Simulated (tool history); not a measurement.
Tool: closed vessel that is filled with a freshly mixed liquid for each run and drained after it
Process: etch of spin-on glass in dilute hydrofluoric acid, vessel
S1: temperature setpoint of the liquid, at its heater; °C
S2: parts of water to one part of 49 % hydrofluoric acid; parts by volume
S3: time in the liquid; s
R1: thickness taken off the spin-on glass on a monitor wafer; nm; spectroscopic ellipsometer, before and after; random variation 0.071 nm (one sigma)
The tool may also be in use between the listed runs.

| run | hour | S1 | S2 | S3 | R1 |
|---|---|---|---|---|---|
| 1 | 0.0 | 22.0 | 225 | 120 | 8.6474 |
| 2 | 6.8 | 20.0 | 225 | 120 | 8.1297 |
| 3 | 11.4 | 20.0 | 260 | 120 | 6.7922 |
| 4 | 18.2 | 22.0 | 260 | 120 | 7.2847 |
| 5 | 25.5 | 22.0 | 260 | 120 | 7.2693 |
| 6 | 30.4 | 22.0 | 205 | 120 | 9.7537 |
| 7 | 39.2 | 23.0 | 205 | 120 | 10.0460 |
| 8 | 41.5 | 24.0 | 205 | 120 | 10.4570 |

The next listed run, before its measurement:
| 9 | 48.9 | 24.5 | 205 | 120 | ? |

R1: 10.7730 nm

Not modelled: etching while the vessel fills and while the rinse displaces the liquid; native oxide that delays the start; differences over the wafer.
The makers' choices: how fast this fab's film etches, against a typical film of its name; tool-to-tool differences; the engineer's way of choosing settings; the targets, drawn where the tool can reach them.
